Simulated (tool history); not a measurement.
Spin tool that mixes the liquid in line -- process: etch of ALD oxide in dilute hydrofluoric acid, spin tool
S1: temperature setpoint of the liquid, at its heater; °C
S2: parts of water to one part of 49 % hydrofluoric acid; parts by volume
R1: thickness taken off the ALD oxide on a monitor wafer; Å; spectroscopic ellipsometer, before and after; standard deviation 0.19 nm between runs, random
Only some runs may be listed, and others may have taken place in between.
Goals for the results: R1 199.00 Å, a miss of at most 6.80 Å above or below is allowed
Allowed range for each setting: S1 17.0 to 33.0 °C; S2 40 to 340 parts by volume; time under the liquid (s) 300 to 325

run 1 hour=0.0 | S1=25.0 S2=190 time_under_the_liquid_(s)=300 | R1=372.63
run 2 hour=3.6 | S1=23.5 S2=200 time_under_the_liquid_(s)=300 | R1=330.24
run 3 hour=8.6 | S1=23.5 S2=200 time_under_the_liquid_(s)=325 | R1=362.45
run 4 hour=9.8 | S1=22.5 S2=210 time_under_the_liquid_(s)=325 | R1=324.41
run 5 hour=13.3 | S1=22.5 S2=145 time_under_the_liquid_(s)=325 | R1=504.06
run 6 hour=17.0 | S1=22.5 S2=205 time_under_the_liquid_(s)=325 | R1=330.03
run 7 hour=21.2 | S1=21.5 S2=210 time_under_the_liquid_(s)=325 | R1=315.07
-- hour=22.0 thermometer replaced
run 8 hour=22.0 | S1=20.5 S2=220 time_under_the_liquid_(s)=325 | R1=264.61
run 9 hour=24.4 | S1=20.0 S2=220 time_under_the_liquid_(s)=325 | R1=255.46
run 10 hour=28.2 | S1=19.5 S2=220 time_under_the_liquid_(s)=325 | R1=251.90
run 11 hour=34.6 | S1=19.5 S2=220 time_under_the_liquid_(s)=325 | R1=258.06
run 12 hour=38.0 | S1=19.0 S2=225 time_under_the_liquid_(s)=325 | R1=238.88
run 13 hour=42.0 | S1=18.5 S2=225 time_under_the_liquid_(s)=325 | R1=234.31

Below are 4 possible settings for the next run. Only one of them brings all results inside the allowed miss of their targets. Which is it?
run A hour=46.0 | S1=17.0 S2=230 time_under_the_liquid_(s)=300 | R1=?
run B hour=46.0 | S1=17.0 S2=250 time_under_the_liquid_(s)=300 | R1=?
run C hour=46.0 | S1=20.0 S2=210 time_under_the_liquid_(s)=315 | R1=?
run D hour=46.0 | S1=19.0 S2=195 time_under_the_liquid_(s)=310 | R1=?

move=A R1=198.50
move=B R1=179.43
move=C R1=261.27
move=D R1=270.27
A: every result lands within tolerance
B: takes the biggest miss from the last run beyond its target
C: misses by more than the last run did
D: misses by more than the last run did
So the answer is move A, the one that meets all the targets.
